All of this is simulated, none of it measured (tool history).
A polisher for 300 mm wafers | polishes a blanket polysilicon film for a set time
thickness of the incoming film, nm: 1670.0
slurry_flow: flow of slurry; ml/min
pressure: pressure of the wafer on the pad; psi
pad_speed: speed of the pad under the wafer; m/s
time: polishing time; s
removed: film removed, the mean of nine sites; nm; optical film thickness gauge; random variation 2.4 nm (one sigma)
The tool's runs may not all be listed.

run,day,slurry_flow,pressure,pad_speed,time,removed
1,0.000,195,1.7,0.82,92,353.63
2,0.342,165,1.7,0.82,92,338.15
3,0.367,165,1.7,1.00,92,406.62
4,0.642,160,1.6,1.00,92,383.13
5,0.904,160,1.9,1.00,92,460.94
6,1.212,160,1.9,1.10,92,496.59

The next listed run, before its measurement:
7,1.342,155,1.7,1.08,92,?

Run 7 gave removed 427.88 nm.
